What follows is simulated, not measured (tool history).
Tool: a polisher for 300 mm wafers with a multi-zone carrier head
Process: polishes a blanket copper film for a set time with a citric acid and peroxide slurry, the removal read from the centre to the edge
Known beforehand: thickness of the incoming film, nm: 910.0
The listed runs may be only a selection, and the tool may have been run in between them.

| run | hour | flow of slurry (ml/min) | pressure of the head's centre zone | pressure of the head's middle zone | pressure of the head's edge zone | abrasive content of the slurry | polishing time (s) | film removed at the wafer's centre (nm) | film removed at mid-radius (nm) | film removed at the wafer's edge (nm) |
|---|---|---|---|---|---|---|---|---|---|---|
| 1 | 0 | 135 | 1 | 1 | 1 | 1 | 85 | 295.18 | 287.51 | 282.27 |
| 2 | 2.5 | 135 | 1 | 1 | 1 | 0.9 | 85 | 293.7 | 274.92 | 276.42 |
| 3 | 6 | 135 | 1 | 1 | 1.08 | 0.9 | 85 | 293.88 | 278.16 | 282.61 |
| 4 | 7.4 | 130 | 0.99 | 1 | 1.05 | 0.8 | 83 | 266.78 | 255.27 | 256.69 |
|  | 12.1 | centre zone pressure recalibrated |
| 5 | 12.1 | 130 | 0.99 | 0.91 | 1.05 | 0.8 | 83 | 251.27 | 242.43 | 259 |
| 6 | 16 | 120 | 1 | 0.91 | 1.02 | 0.75 | 83 | 246.55 | 231.47 | 258 |
| 7 | 18 | 125 | 1 | 0.92 | 1.02 | 0.7 | 81 | 232.64 | 228.54 | 241.4 |

What will run 8 give?
| 8 | 22.1 | 125 | 1.03 | 0.92 | 1.01 | 0.65 | 81 | ? | ? | ? |

film removed at the wafer's centre (nm): 235.14
film removed at mid-radius (nm): 217.77
film removed at the wafer's edge (nm): 235.12
